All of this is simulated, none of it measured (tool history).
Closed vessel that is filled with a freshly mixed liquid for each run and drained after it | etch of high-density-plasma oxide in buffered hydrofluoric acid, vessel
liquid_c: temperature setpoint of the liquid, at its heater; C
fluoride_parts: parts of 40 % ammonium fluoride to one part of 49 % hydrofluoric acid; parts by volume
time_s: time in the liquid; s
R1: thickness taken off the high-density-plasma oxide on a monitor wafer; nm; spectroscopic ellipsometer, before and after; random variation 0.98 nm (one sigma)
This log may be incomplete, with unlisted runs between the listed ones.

{"run": 1, "day": 0.0, "liquid_c": 24, "fluoride_parts": 22.5, "time_s": 95, "R1": 59.811}
{"run": 2, "day": 0.283, "liquid_c": 26.5, "fluoride_parts": 19, "time_s": 95, "R1": 78.312}
{"run": 3, "day": 0.579, "liquid_c": 26.5, "fluoride_parts": 23.5, "time_s": 95, "R1": 65.861}
{"run": 4, "day": 0.621, "liquid_c": 28, "fluoride_parts": 20, "time_s": 95, "R1": 80.589}
{"run": 5, "day": 0.908, "liquid_c": 29.5, "fluoride_parts": 20, "time_s": 95, "R1": 88.066}
{"run": 6, "day": 1.033, "liquid_c": 29.5, "fluoride_parts": 15.5, "time_s": 95, "R1": 111.37}

Forecast run 7:
{"run": 7, "day": 1.329, "liquid_c": 32, "fluoride_parts": 13.5, "time_s": 95, "R1": "?"}

Run 7 gave R1 147.18 nm.

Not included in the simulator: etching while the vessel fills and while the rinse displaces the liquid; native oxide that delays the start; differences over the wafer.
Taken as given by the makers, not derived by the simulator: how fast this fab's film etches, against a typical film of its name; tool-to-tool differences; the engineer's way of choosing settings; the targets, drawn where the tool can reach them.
